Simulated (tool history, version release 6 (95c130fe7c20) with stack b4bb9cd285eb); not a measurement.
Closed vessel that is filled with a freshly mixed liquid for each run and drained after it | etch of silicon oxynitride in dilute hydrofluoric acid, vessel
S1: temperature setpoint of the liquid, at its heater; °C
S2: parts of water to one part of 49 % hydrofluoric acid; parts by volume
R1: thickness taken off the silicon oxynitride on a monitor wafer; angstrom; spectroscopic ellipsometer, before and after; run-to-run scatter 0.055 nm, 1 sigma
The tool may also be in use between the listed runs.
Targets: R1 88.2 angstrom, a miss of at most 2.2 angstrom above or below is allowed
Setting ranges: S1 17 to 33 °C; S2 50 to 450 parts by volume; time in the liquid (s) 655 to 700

run 1 hour=0 | S1=25 S2=250 time_in_the_liquid_(s)=655 | R1=104.54
run 2 hour=6.9 | S1=24 S2=250 time_in_the_liquid_(s)=655 | R1=101.06
run 3 hour=11.7 | S1=23 S2=250 time_in_the_liquid_(s)=655 | R1=96.23
run 4 hour=14.1 | S1=22.5 S2=250 time_in_the_liquid_(s)=655 | R1=92.954
run 5 hour=20.9 | S1=22.5 S2=250 time_in_the_liquid_(s)=700 | R1=101.26
run 6 hour=23.6 | S1=21.5 S2=250 time_in_the_liquid_(s)=700 | R1=95.276
run 7 hour=30 | S1=21 S2=250 time_in_the_liquid_(s)=700 | R1=94.175
run 8 hour=34.9 | S1=20.5 S2=250 time_in_the_liquid_(s)=700 | R1=92.616

Below are 4 possible settings for the next run. Only one of them brings all results inside the allowed miss of their targets. Which is it?
run A hour=39.8 | S1=19 S2=240 time_in_the_liquid_(s)=690 | R1=?
run B hour=39.8 | S1=23 S2=260 time_in_the_liquid_(s)=695 | R1=?
run C hour=39.8 | S1=19.5 S2=245 time_in_the_liquid_(s)=655 | R1=?
run D hour=39.8 | S1=20.5 S2=225 time_in_the_liquid_(s)=655 | R1=?

move=A R1=89.47
move=B R1=98.264
move=C R1=84.869
move=D R1=97.968
A: meets every target
B: the biggest miss grows against the last run
C: takes the result that was furthest off past its target
D: the biggest miss grows against the last run
The right move is A.

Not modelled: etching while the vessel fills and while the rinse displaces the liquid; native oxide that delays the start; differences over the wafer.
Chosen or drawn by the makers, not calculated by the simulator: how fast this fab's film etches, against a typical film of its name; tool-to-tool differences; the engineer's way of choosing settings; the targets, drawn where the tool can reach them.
